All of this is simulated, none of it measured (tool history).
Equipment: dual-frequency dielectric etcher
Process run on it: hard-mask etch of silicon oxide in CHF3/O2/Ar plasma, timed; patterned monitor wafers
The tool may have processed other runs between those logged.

run	hour	source power (W)	bias power (W)	etch time (s)	mean etch depth across the wafer (nm)
1	0	620	123	37	56.429
2	4	620	123	38.5	59.689
3	5.7	620	123	38.5	59.263
4	8.7	620	106	38.5	58.366
5	13.8	550	100	38.5	53.123
6	19.1	550	91	38.5	51.905

The next listed run, before its measurement:
7	20.5	420	86	38.5	?

{"run 7": {"mean etch depth across the wafer (nm)": 43.443}}
